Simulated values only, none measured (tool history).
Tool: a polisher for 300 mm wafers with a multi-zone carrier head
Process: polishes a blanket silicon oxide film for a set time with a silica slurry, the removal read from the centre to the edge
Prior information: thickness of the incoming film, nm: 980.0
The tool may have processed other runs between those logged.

run  hour  flow of slurry (ml/min)  pressure of the head's centre zone  pressure of the head's middle zone  pressure of the head's edge zone  abrasive content of the slurry  polishing time (s)  film removed at the wafer's centre (nm)  film removed at mid-radius (nm)  film removed at the wafer's edge (nm)
  1   0.0                      240                                1.00                                1.00                              1.00                            1.00                  34                                   65.492                           63.848                                 63.961
  2   7.7                      240                                1.00                                1.00                              0.93                            1.00                  34                                   64.436                           62.737                                 63.337
  3  15.6                      265                                1.00                                1.00                              0.93                            1.00                  34                                   64.859                           64.137                                 61.435
  4  16.9                      265                                1.06                                1.00                              0.93                            1.00                  34                                   70.510                           65.278                                 61.757
  5  24.4                      255                                1.06                                1.00                              0.94                            1.05                  34                                   69.817                           66.055                                 64.371
  6  32.9                      300                                1.06                                1.00                              0.94                            1.05                  34                                   70.681                           66.622                                 64.727
  7  40.7                      285                                1.13                                0.98                              1.04                            1.30                  35                                   84.334                           73.562                                 75.825

Run 8, settings as shown, results not yet in. Your forecast:
  8  48.3                      285                                1.13                                0.98                              1.05                            1.30                  35                                        ?                                ?                                      ?

{"run 8": {"film removed at the wafer's centre (nm)": 86.587, "film removed at mid-radius (nm)": 73.261, "film removed at the wafer's edge (nm)": 75.188}}
